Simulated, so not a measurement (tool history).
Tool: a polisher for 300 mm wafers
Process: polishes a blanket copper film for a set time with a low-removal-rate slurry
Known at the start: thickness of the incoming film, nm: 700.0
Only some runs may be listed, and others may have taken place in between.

run    day  flow of slurry (ml/min)  pressure of the wafer on the pad (psi)  speed of the pad under the wafer (cm/s)  abrasive content of the slurry  polishing time (s)  film removed (nm)
  1  0.000                      215                                     2.1                                      130                            1.00                 106             310.83
  2  0.362                      215                                     2.1                                      146                            1.00                 106             351.52
  3  0.529                      215                                     2.0                                      146                            1.00                 106             337.26
  4  0.733                      215                                     1.9                                      146                            1.00                 106             319.01
  5  0.912                      215                                     2.1                                      146                            1.00                 106             352.72
  6  0.954                      215                                     2.1                                      146                            1.15                 106             359.61
     1.096  -- head pressure recalibrated
  7  1.096                      205                                     1.5                                      144                            1.15                 106             268.24
  8  1.275                      195                                     1.1                                      144                            1.15                 106             200.10
  9  1.633                      205                                     1.1                                      144                            1.15                 106             201.56

What does the tool deliver on the next run?
 10  1.871                      225                                     1.4                                      144                            1.15                 106                  ?

film removed (nm): 257.46

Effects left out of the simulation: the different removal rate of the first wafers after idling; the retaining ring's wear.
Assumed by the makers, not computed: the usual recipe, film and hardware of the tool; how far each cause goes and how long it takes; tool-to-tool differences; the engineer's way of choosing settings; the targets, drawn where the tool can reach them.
